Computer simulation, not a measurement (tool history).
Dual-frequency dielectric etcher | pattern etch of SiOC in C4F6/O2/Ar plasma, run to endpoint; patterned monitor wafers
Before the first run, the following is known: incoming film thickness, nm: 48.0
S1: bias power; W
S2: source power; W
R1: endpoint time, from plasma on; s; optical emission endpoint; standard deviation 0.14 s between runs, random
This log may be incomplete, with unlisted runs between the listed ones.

run	hour	S1	S2	R1
1	0	586	410	16.632
2	1.4	586	430	16.36
3	3.7	550	410	16.979
4	6.8	550	370	17.494
5	13.5	521	360	18.333
6	15.2	564	360	17.813
7	22.3	539	350	18.144
8	29.3	516	340	18.708
9	31.1	499	340	18.804
10	34.4	382	300	22.015

Run 11, settings as shown, results not yet in. Your forecast:
11	37.7	393	300	?

R1: 21.592 s

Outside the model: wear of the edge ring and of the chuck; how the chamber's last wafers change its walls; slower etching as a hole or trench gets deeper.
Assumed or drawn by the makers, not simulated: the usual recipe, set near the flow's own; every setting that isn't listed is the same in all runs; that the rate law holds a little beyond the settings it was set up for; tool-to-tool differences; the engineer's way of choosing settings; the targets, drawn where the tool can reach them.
